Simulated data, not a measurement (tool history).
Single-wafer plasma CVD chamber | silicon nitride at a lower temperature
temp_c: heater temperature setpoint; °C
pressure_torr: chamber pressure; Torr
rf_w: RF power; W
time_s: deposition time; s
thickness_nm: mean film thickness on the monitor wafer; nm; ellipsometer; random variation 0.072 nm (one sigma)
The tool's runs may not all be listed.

Run 1, hour 0.0: temp_c 330 °C, pressure_torr 1.75 Torr, rf_w 375 W, time_s 31.3 s. Result: thickness_nm 41.552 nm.
Run 2, hour 5.5: temp_c 330 °C, pressure_torr 1.75 Torr, rf_w 375 W, time_s 31.3 s. Result: thickness_nm 41.652 nm.
Run 3, hour 10.8: temp_c 330 °C, pressure_torr 1.75 Torr, rf_w 330 W, time_s 31.3 s. Result: thickness_nm 37.897 nm.
Run 4, hour 12.0: temp_c 330 °C, pressure_torr 1.72 Torr, rf_w 325 W, time_s 31.3 s. Result: thickness_nm 37.146 nm.
Run 5, hour 14.9: temp_c 330 °C, pressure_torr 1.72 Torr, rf_w 325 W, time_s 31.3 s. Result: thickness_nm 37.253 nm.
Run 6, hour 18.7: temp_c 330 °C, pressure_torr 1.72 Torr, rf_w 345 W, time_s 31.3 s. Result: thickness_nm 38.946 nm.
Run 7, hour 26.2: temp_c 330 °C, pressure_torr 1.67 Torr, rf_w 340 W, time_s 31.3 s. Result: thickness_nm 38.206 nm.

Forecast run 8:
Run 8, hour 33.1: temp_c 330 °C, pressure_torr 1.63 Torr, rf_w 335 W, time_s 31.3 s. Result: thickness_nm ?.

Run 8 gave thickness_nm 37.446 nm.
